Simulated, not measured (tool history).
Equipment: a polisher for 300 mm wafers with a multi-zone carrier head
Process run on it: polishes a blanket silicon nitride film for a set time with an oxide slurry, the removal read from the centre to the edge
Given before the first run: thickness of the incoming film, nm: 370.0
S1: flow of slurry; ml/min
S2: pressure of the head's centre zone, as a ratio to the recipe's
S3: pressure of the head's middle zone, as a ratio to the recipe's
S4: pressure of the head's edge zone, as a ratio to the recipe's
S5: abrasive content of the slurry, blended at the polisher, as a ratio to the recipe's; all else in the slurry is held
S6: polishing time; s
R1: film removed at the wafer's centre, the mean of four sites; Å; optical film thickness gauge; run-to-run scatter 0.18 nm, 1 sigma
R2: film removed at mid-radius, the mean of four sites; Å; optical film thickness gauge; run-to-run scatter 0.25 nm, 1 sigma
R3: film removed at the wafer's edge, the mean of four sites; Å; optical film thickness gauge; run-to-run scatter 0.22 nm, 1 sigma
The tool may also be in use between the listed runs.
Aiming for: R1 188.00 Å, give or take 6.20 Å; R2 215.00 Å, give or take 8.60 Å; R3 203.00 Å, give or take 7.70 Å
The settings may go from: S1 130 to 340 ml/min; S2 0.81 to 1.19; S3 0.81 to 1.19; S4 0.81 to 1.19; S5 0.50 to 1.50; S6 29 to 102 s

{"run": 1, "hour": 0.0, "S1": 220, "S2": 1.0, "S3": 1.0, "S4": 1.0, "S5": 1.0, "S6": 65, "R1": 279.71, "R2": 298.27, "R3": 285.39}
{"run": 2, "hour": 3.0, "S1": 220, "S2": 1.0, "S3": 1.0, "S4": 1.0, "S5": 0.8, "S6": 65, "R1": 246.56, "R2": 254.8, "R3": 249.66}
{"run": 3, "hour": 11.4, "S1": 220, "S2": 1.0, "S3": 1.0, "S4": 1.0, "S5": 0.7, "S6": 65, "R1": 223.64, "R2": 225.11, "R3": 225.08}
{"run": 4, "hour": 13.0, "S1": 215, "S2": 0.97, "S3": 1.0, "S4": 0.98, "S5": 0.7, "S6": 65, "R1": 212.9, "R2": 223.42, "R3": 220.24}
{"run": 5, "hour": 20.0, "S1": 205, "S2": 0.96, "S3": 1.01, "S4": 0.97, "S5": 0.7, "S6": 65, "R1": 208.99, "R2": 222.71, "R3": 214.6}
{"run": 6, "hour": 27.9, "S1": 195, "S2": 0.95, "S3": 1.01, "S4": 0.97, "S5": 0.7, "S6": 65, "R1": 204.48, "R2": 226.75, "R3": 217.85}
{"run": 7, "hour": 35.7, "S1": 190, "S2": 0.94, "S3": 1.0, "S4": 0.95, "S5": 0.7, "S6": 65, "R1": 203.52, "R2": 223.6, "R3": 215.67}
{"run": 8, "hour": 39.8, "S1": 190, "S2": 0.93, "S3": 1.0, "S4": 0.94, "S5": 0.7, "S6": 65, "R1": 201.89, "R2": 223.33, "R3": 213.0}
{"run": 9, "hour": 47.2, "S1": 185, "S2": 0.92, "S3": 1.0, "S4": 0.93, "S5": 0.7, "S6": 65, "R1": 199.62, "R2": 214.47, "R3": 212.99}
{"hour": 47.8, "done": "slurry nozzle cleaned"}
{"run": 10, "hour": 47.8, "S1": 180, "S2": 0.91, "S3": 1.01, "S4": 0.92, "S5": 0.7, "S6": 65, "R1": 207.48, "R2": 232.99, "R3": 218.76}
{"run": 11, "hour": 56.3, "S1": 180, "S2": 0.9, "S3": 1.01, "S4": 0.92, "S5": 0.7, "S6": 65, "R1": 208.67, "R2": 236.14, "R3": 219.7}
{"run": 12, "hour": 64.8, "S1": 160, "S2": 0.84, "S3": 0.95, "S4": 0.86, "S5": 0.6, "S6": 65, "R1": 166.79, "R2": 193.57, "R3": 185.23}
{"run": 13, "hour": 65.8, "S1": 165, "S2": 0.85, "S3": 0.96, "S4": 0.88, "S5": 0.6, "S6": 65, "R1": 166.64, "R2": 195.38, "R3": 184.65}
{"run": 14, "hour": 71.8, "S1": 200, "S2": 0.9, "S3": 0.97, "S4": 0.94, "S5": 0.8, "S6": 65, "R1": 231.92, "R2": 255.19, "R3": 251.03}
{"run": 15, "hour": 74.4, "S1": 185, "S2": 0.9, "S3": 0.97, "S4": 0.93, "S5": 0.8, "S6": 65, "R1": 232.9, "R2": 251.51, "R3": 242.86}
{"run": 16, "hour": 77.6, "S1": 185, "S2": 0.9, "S3": 0.97, "S4": 0.93, "S5": 0.8, "S6": 65, "R1": 232.41, "R2": 254.21, "R3": 248.2}
{"run": 17, "hour": 81.1, "S1": 185, "S2": 0.89, "S3": 0.97, "S4": 0.91, "S5": 0.75, "S6": 65, "R1": 219.14, "R2": 239.7, "R3": 233.42}
{"run": 18, "hour": 88.1, "S1": 175, "S2": 0.9, "S3": 0.98, "S4": 0.92, "S5": 0.75, "S6": 65, "R1": 215.56, "R2": 240.99, "R3": 232.07}
{"run": 19, "hour": 92.0, "S1": 175, "S2": 0.89, "S3": 0.98, "S4": 0.91, "S5": 0.75, "S6": 65, "R1": 217.06, "R2": 244.04, "R3": 231.81}
{"run": 20, "hour": 100.2, "S1": 175, "S2": 0.88, "S3": 0.98, "S4": 0.9, "S5": 0.75, "S6": 65, "R1": 211.21, "R2": 246.97, "R3": 232.82}
{"run": 21, "hour": 106.2, "S1": 170, "S2": 0.88, "S3": 0.97, "S4": 0.89, "S5": 0.75, "S6": 65, "R1": 213.56, "R2": 234.8, "R3": 228.43}
{"run": 22, "hour": 107.2, "S1": 170, "S2": 0.87, "S3": 0.97, "S4": 0.88, "S5": 0.75, "S6": 65, "R1": 210.85, "R2": 239.48, "R3": 224.86}
{"run": 23, "hour": 112.7, "S1": 170, "S2": 0.86, "S3": 0.96, "S4": 0.87, "S5": 0.75, "S6": 65, "R1": 208.12, "R2": 236.6, "R3": 227.03}
{"run": 24, "hour": 114.4, "S1": 165, "S2": 0.86, "S3": 0.96, "S4": 0.86, "S5": 0.75, "S6": 65, "R1": 202.49, "R2": 238.64, "R3": 224.1}
{"run": 25, "hour": 122.4, "S1": 165, "S2": 0.88, "S3": 0.95, "S4": 0.85, "S5": 0.75, "S6": 65, "R1": 211.62, "R2": 240.18, "R3": 219.55}
{"run": 26, "hour": 125.3, "S1": 165, "S2": 0.87, "S3": 0.94, "S4": 0.85, "S5": 0.75, "S6": 65, "R1": 207.1, "R2": 232.75, "R3": 224.47}
{"run": 27, "hour": 130.8, "S1": 160, "S2": 0.86, "S3": 0.95, "S4": 0.82, "S5": 0.55, "S6": 64, "R1": 152.86, "R2": 175.13, "R3": 164.33}
{"run": 28, "hour": 133.1, "S1": 160, "S2": 0.88, "S3": 0.98, "S4": 0.87, "S5": 0.55, "S6": 64, "R1": 155.99, "R2": 178.03, "R3": 164.14}

Exactly one of the 5 candidate moves below puts every result within its allowed miss. Which one?
{"run": "A", "hour": 135.4, "S1": 205, "S2": 0.87, "S3": 0.97, "S4": 0.88, "S5": 0.5, "S6": 82, "R1": "?", "R2": "?", "R3": "?"}
{"run": "B", "hour": 135.4, "S1": 130, "S2": 0.92, "S3": 0.98, "S4": 0.81, "S5": 0.5, "S6": 63, "R1": "?", "R2": "?", "R3": "?"}
{"run": "C", "hour": 135.4, "S1": 130, "S2": 0.81, "S3": 1.11, "S4": 0.87, "S5": 0.6, "S6": 74, "R1": "?", "R2": "?", "R3": "?"}
{"run": "D", "hour": 135.4, "S1": 145, "S2": 0.9, "S3": 0.99, "S4": 0.84, "S5": 0.7, "S6": 69, "R1": "?", "R2": "?", "R3": "?"}
{"run": "E", "hour": 135.4, "S1": 170, "S2": 0.9, "S3": 0.96, "S4": 0.85, "S5": 0.55, "S6": 73, "R1": "?", "R2": "?", "R3": "?"}

move=A R1=185.35 R2=217.89 R3=201.08
move=B R1=136.31 R2=154.42 R3=139.55
move=C R1=171.02 R2=244.78 R3=204.96
move=D R1=208.95 R2=243.26 R3=219.80
move=E R1=183.34 R2=207.22 R3=191.52
A: meets every target
B: the biggest miss grows against the last run
C: better than the last run, though not everything is in spec
D: takes the biggest miss from the last run beyond its target
E: the furthest-off result lands on target, but another misses its tolerance
A is the move that brings every result within its allowed miss.
